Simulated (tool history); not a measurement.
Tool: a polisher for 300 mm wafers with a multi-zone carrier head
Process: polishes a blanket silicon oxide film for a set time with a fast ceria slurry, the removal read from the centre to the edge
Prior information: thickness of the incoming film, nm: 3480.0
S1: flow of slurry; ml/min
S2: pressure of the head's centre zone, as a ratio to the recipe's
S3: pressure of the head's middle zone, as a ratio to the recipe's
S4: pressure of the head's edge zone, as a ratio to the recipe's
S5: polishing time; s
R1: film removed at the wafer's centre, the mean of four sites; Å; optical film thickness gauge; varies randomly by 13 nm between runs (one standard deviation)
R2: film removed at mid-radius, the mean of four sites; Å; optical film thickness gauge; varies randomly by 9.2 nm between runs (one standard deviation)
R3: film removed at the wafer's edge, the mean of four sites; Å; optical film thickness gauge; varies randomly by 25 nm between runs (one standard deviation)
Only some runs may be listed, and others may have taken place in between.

{"run": 1, "hour": 0.0, "S1": 175, "S2": 1, "S3": 1, "S4": 1, "S5": 74, "R1": 12064, "R2": 11716, "R3": 11658}
{"run": 2, "hour": 7.3, "S1": 180, "S2": 0.96, "S3": 0.97, "S4": 1.06, "S5": 80, "R1": 12648, "R2": 12298, "R3": 13134}
{"run": 3, "hour": 10.4, "S1": 180, "S2": 0.96, "S3": 1.04, "S4": 1.06, "S5": 80, "R1": 12593, "R2": 13258, "R3": 12726}
{"run": 4, "hour": 18.7, "S1": 160, "S2": 0.96, "S3": 1.04, "S4": 1.06, "S5": 80, "R1": 12297, "R2": 12961, "R3": 12652}
{"run": 5, "hour": 21.5, "S1": 160, "S2": 0.96, "S3": 1, "S4": 1.06, "S5": 80, "R1": 12105, "R2": 12488, "R3": 12508}
{"run": 6, "hour": 30.3, "S1": 160, "S2": 0.96, "S3": 1.04, "S4": 1.06, "S5": 80, "R1": 12467, "R2": 13037, "R3": 12545}
{"run": 7, "hour": 38.9, "S1": 190, "S2": 0.93, "S3": 1, "S4": 1.1, "S5": 84, "R1": 13044, "R2": 13517, "R3": 14190}
{"run": 8, "hour": 41.5, "S1": 205, "S2": 0.91, "S3": 0.98, "S4": 1.13, "S5": 85, "R1": 13160, "R2": 13466, "R3": 14546}
{"run": 9, "hour": 46.3, "S1": 215, "S2": 0.88, "S3": 0.96, "S4": 1.15, "S5": 87, "R1": 13131, "R2": 14002, "R3": 14647}
{"run": 10, "hour": 54.3, "S1": 165, "S2": 0.93, "S3": 1.05, "S4": 1.19, "S5": 96, "R1": 14426, "R2": 15815, "R3": 16187}

Run 11, settings as shown, results not yet in. Your forecast:
{"run": 11, "hour": 62.0, "S1": 145, "S2": 0.91, "S3": 1, "S4": 1.19, "S5": 98, "R1": "?", "R2": "?", "R3": "?"}

Logged for run 11: R1 14084 Å, R2 14954 Å, R3 15866 Å.
